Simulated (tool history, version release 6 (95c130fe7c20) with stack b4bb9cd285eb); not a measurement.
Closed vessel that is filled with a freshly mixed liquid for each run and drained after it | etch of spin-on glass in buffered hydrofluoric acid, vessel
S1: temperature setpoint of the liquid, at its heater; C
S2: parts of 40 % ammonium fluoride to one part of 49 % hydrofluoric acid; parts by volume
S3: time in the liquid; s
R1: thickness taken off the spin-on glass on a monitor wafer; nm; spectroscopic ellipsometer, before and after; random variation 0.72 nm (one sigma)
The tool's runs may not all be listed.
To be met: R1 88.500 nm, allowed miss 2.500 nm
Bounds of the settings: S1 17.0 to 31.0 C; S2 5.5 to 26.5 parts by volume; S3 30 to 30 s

run  hour    S1    S2  S3      R1
  1   0.0  23.0  16.0  30  69.502
  2   6.6  20.0  16.0  30  58.175
  3   7.6  21.5  16.0  30  62.924
  4  15.0  21.5  20.5  30  49.072
  5  15.9  23.5  20.5  30  54.600
  6  21.6  25.0  20.0  30  60.799
  7  26.3  26.5  20.0  30  66.512
  8  28.7  27.5  20.0  30  69.536
  9  36.0  28.0  20.0  30  70.736
     41.9  -- hydrofluoric acid flow meter replaced
 10  41.9  28.5  19.5  30  69.809
 11  47.0  29.0  18.5  30  74.203
 12  48.5  29.5  18.0  30  78.718
 13  50.8  30.0  17.5  30  82.355

Which of these 4 next moves meets every target?
  A  53.1  31.0  17.5  30   ?
  B  53.1  29.5  17.5  30   ?
  C  53.1  31.0  18.5  30   ?
  D  53.1  30.5  18.0  30   ?

move      R1
   A  88.428
   B  81.721
   C  83.734
   D  83.790
A: meets every target
B: further off than the last run
C: nearer than the last run, and not there yet
D: nearer than the last run, and not there yet
Answer: A
